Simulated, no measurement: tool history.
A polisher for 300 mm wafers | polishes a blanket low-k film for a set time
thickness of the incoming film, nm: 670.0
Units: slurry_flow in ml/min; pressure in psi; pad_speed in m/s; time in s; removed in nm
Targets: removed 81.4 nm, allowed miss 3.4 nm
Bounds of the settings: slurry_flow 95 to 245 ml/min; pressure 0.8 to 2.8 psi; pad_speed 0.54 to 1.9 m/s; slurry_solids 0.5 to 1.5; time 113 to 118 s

run 1 hour=0 | slurry_flow=155 pressure=1.8 pad_speed=1.22 slurry_solids=1 time=113 | removed=39.811
run 2 hour=1.4 | slurry_flow=155 pressure=1.8 pad_speed=1.22 slurry_solids=1 time=118 | removed=41.616
run 3 hour=1.9 | slurry_flow=155 pressure=1.9 pad_speed=1.24 slurry_solids=1 time=118 | removed=43.983
run 4 hour=9.4 | slurry_flow=155 pressure=2 pad_speed=1.28 slurry_solids=1 time=118 | removed=47.284
run 5 hour=15 | slurry_flow=120 pressure=2 pad_speed=1.28 slurry_solids=1 time=118 | removed=46.22
-- hour=17.8 head pressure recalibrated
run 6 hour=17.8 | slurry_flow=120 pressure=2 pad_speed=1.28 slurry_solids=1 time=113 | removed=44.789
run 7 hour=21.9 | slurry_flow=120 pressure=2.1 pad_speed=1.32 slurry_solids=1 time=113 | removed=48.83
run 8 hour=30.7 | slurry_flow=120 pressure=2.2 pad_speed=1.34 slurry_solids=1 time=113 | removed=52.544
run 9 hour=37.2 | slurry_flow=120 pressure=2.3 pad_speed=1.36 slurry_solids=1 time=113 | removed=55.066
run 10 hour=44.7 | slurry_flow=120 pressure=2.4 pad_speed=1.38 slurry_solids=1 time=113 | removed=57.356
run 11 hour=48 | slurry_flow=120 pressure=2.4 pad_speed=1.38 slurry_solids=1 time=113 | removed=58.899
run 12 hour=56.5 | slurry_flow=120 pressure=2.4 pad_speed=1.4 slurry_solids=1 time=113 | removed=58.178
run 13 hour=60.3 | slurry_flow=140 pressure=2.8 pad_speed=1.58 slurry_solids=1 time=113 | removed=74.76

Which of these 4 next moves meets every target?
run A hour=64.1 | slurry_flow=180 pressure=2.4 pad_speed=1.9 slurry_solids=1 time=118 | removed=?
run B hour=64.1 | slurry_flow=150 pressure=2.8 pad_speed=1.38 slurry_solids=1 time=113 | removed=?
run C hour=64.1 | slurry_flow=170 pressure=2.8 pad_speed=1.52 slurry_solids=0.9 time=113 | removed=?
run D hour=64.1 | slurry_flow=180 pressure=2.7 pad_speed=1.44 slurry_solids=0.9 time=117 | removed=?

move=A removed=81.573
move=B removed=71.222
move=C removed=73.912
move=D removed=71.825
A: meets every target
B: further off than the last run
C: further off than the last run
D: further off than the last run
Answer: A

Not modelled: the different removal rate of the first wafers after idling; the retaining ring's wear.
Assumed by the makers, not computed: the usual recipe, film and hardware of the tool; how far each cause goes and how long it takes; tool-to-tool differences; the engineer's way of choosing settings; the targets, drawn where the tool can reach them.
